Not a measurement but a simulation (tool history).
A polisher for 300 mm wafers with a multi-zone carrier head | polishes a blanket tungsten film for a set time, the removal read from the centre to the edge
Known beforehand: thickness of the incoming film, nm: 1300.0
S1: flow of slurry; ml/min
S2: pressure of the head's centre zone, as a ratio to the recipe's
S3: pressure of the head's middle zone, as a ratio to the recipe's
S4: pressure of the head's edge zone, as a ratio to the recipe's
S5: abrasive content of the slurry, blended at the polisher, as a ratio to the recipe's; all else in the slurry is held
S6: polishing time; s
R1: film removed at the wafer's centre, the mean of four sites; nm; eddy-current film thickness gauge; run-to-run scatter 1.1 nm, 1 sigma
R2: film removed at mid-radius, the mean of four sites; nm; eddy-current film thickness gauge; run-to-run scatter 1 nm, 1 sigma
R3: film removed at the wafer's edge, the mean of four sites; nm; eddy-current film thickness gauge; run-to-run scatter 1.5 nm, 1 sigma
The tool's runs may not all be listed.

{"run": 1, "day": 0.0, "S1": 300, "S2": 1, "S3": 1, "S4": 1, "S5": 1, "S6": 70, "R1": 171.31, "R2": 169.85, "R3": 166.95}
{"run": 2, "day": 0.088, "S1": 300, "S2": 1, "S3": 1, "S4": 1, "S5": 1, "S6": 84, "R1": 205.47, "R2": 204.41, "R3": 198.25}
{"run": 3, "day": 0.446, "S1": 300, "S2": 1, "S3": 1, "S4": 1, "S5": 0.9, "S6": 84, "R1": 202.96, "R2": 194.73, "R3": 195.96}
{"run": 4, "day": 0.812, "S1": 300, "S2": 1.08, "S3": 1, "S4": 1, "S5": 0.9, "S6": 84, "R1": 216.23, "R2": 198.15, "R3": 195.23}
{"run": 5, "day": 0.838, "S1": 295, "S2": 1.01, "S3": 1.02, "S4": 0.96, "S5": 0.75, "S6": 74, "R1": 172.66, "R2": 170.73, "R3": 163.94}
{"run": 6, "day": 0.912, "S1": 295, "S2": 1.01, "S3": 1.08, "S4": 0.96, "S5": 0.75, "S6": 74, "R1": 175.93, "R2": 180.11, "R3": 163.85}

Run 7, settings as shown, results not yet in. Your forecast:
{"run": 7, "day": 0.983, "S1": 295, "S2": 0.97, "S3": 1.06, "S4": 0.93, "S5": 0.65, "S6": 67, "R1": "?", "R2": "?", "R3": "?"}

{"run 7": {"R1": 146.53, "R2": 156.08, "R3": 143.62}}
